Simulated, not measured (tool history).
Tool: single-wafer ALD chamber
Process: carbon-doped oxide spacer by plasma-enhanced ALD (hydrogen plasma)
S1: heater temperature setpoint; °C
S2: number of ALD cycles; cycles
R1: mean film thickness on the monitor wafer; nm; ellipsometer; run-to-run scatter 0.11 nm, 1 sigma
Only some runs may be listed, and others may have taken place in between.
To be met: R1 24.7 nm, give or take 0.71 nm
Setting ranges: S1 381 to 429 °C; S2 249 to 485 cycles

| run | day | S1 | S2 | R1 |
|---|---|---|---|---|
| 1 | 0 | 405 | 367 | 20.558 |
| 2 | 0.129 | 405 | 344 | 19.131 |
| 3 | 0.271 | 396 | 344 | 19.615 |
| 4 | 0.525 | 387 | 344 | 19.561 |
| 5 | 0.704 | 387 | 356 | 20.14 |
| 6 | 1.075 | 387 | 322 | 18.437 |
| 7 | 1.238 | 387 | 322 | 18.415 |
| 8 | 1.617 | 387 | 337 | 19.328 |
| 9 | 1.675 | 387 | 350 | 19.933 |
|  | 1.942 | thermocouple changed; heater temperature recalibrated |
| 10 | 1.942 | 387 | 361 | 20.607 |
| 11 | 2.325 | 387 | 370 | 21.174 |
| 12 | 2.729 | 387 | 377 | 21.469 |

Consider the 5 candidate settings below. Which is the only one whose results all fall within their allowed miss of target?
| A | 3.133 | 383 | 431 | ? |
| B | 3.133 | 390 | 455 | ? |
| C | 3.133 | 391 | 343 | ? |
| D | 3.133 | 385 | 458 | ? |
| E | 3.133 | 392 | 410 | ? |

| move | R1 |
|---|---|
| A | 24.367 |
| B | 25.724 |
| C | 19.392 |
| D | 25.894 |
| E | 23.18 |
A: all results land within tolerance of their targets
B: takes the result that was furthest off past its target
C: moves away from the targets compared with the last run
D: takes the result that was furthest off past its target
E: nearer than the last run, and not there yet
A is the move that brings every result within its allowed miss.

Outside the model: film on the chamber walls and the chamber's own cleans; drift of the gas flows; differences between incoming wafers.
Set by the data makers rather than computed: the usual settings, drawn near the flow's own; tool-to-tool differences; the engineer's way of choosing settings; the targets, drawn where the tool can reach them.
